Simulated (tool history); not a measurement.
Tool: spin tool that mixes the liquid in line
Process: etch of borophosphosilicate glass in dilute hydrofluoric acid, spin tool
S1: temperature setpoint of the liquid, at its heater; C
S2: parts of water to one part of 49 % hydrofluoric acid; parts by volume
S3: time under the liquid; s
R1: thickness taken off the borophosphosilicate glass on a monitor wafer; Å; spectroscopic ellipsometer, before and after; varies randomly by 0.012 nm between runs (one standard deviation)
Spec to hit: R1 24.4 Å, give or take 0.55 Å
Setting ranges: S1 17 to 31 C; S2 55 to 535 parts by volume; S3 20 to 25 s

| run | hour | S1 | S2 | S3 | R1 |
|---|---|---|---|---|---|
| 1 | 0 | 23 | 295 | 25 | 18.713 |
| 2 | 4.7 | 23 | 220 | 25 | 26.965 |
| 3 | 6.8 | 22 | 220 | 25 | 25.742 |
| 4 | 11.4 | 21.5 | 220 | 25 | 25.736 |
| 5 | 20.3 | 21.5 | 220 | 20 | 20.599 |
| 6 | 22.9 | 21.5 | 265 | 20 | 16.196 |
| 7 | 30.7 | 23 | 265 | 20 | 17.122 |
| 8 | 39.5 | 25.5 | 250 | 20 | 20.221 |
| 9 | 40.7 | 27 | 240 | 20 | 22.433 |
| 10 | 49.7 | 28 | 240 | 20 | 23.101 |
| 11 | 57.4 | 30 | 240 | 20 | 24.851 |

Which single option among these 4 for the next run brings every result within its allowed miss of target? Just one does.
| A | 65.1 | 30.5 | 235 | 20 | ? |
| B | 65.1 | 26.5 | 255 | 25 | ? |
| C | 65.1 | 27.5 | 230 | 20 | ? |
| D | 65.1 | 31 | 240 | 20 | ? |

| move | R1 |
|---|---|
| A | 26.065 |
| B | 25.544 |
| C | 24.099 |
| D | 25.816 |
A: the biggest miss grows against the last run
B: the biggest miss grows against the last run
C: hits every target within its allowed miss
D: the biggest miss grows against the last run
C is the move that brings every result within its allowed miss.
